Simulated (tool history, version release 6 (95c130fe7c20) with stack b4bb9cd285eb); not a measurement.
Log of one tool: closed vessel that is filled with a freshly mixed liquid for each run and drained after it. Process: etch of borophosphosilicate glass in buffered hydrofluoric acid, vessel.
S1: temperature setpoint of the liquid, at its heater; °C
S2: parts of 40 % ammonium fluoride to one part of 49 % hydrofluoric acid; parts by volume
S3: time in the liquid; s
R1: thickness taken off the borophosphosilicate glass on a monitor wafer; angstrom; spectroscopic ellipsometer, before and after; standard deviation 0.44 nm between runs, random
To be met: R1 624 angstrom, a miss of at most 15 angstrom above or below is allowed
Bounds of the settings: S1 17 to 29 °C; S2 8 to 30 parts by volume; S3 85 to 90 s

run,hour,S1,S2,S3,R1
1,0,21,22.5,85,435.93
2,5.2,21,22.5,90,467.42
3,12.4,22.5,22.5,90,504.41
4,20.7,22.5,22.5,85,477.98
5,21.7,20,22.5,85,410.27
6,28.5,22,22.5,85,463.52
7,33.8,23.5,22.5,85,500.91
8,37.4,24.5,22.5,85,533.03
9,39.6,25,22.5,85,547.27
10,43.7,25.5,22.5,85,563.37

Exactly one of the 4 candidate moves below puts every result within its allowed miss. Which one?
A,47.8,24.5,17.5,85,?
B,47.8,27,23.5,90,?
C,47.8,26,21.5,85,?
D,47.8,28.5,24.5,90,?

move,R1
A,646.69
B,614.04
C,584.45
D,646.25
A: carries the result that was furthest off beyond its target, to the other side
B: all results in spec
C: better than the last run, though not everything is in spec
D: carries the result that was furthest off beyond its target, to the other side
Move B is the one to make.
